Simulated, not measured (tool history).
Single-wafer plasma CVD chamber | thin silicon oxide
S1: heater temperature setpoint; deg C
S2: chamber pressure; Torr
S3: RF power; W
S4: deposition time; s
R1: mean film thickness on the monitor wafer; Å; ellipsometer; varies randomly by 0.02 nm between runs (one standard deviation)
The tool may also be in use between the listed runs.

Run 1, day 0: S1 405 deg C, S2 0.929 Torr, S3 220 W, S4 6.23 s. Result: R1 111.39 Å.
Run 2, day 0.112: S1 405 deg C, S2 0.929 Torr, S3 220 W, S4 5.94 s. Result: R1 105.74 Å.
Run 3, day 0.438: S1 406 deg C, S2 0.801 Torr, S3 200 W, S4 5.94 s. Result: R1 84.701 Å.
Run 4, day 0.783: S1 406 deg C, S2 0.938 Torr, S3 200 W, S4 5.94 s. Result: R1 99.44 Å.
Run 5, day 0.858: S1 406 deg C, S2 0.938 Torr, S3 175 W, S4 5.94 s. Result: R1 88.94 Å.
Run 6, day 1: S1 406 deg C, S2 0.847 Torr, S3 175 W, S4 5.94 s. Result: R1 80.416 Å.
Run 7, day 1.121: S1 406 deg C, S2 0.661 Torr, S3 175 W, S4 5.94 s. Result: R1 59.344 Å.

What will run 8 give?
Run 8, day 1.433: S1 406 deg C, S2 0.688 Torr, S3 175 W, S4 5.94 s. Result: R1 ?.

R1: 62.997 Å
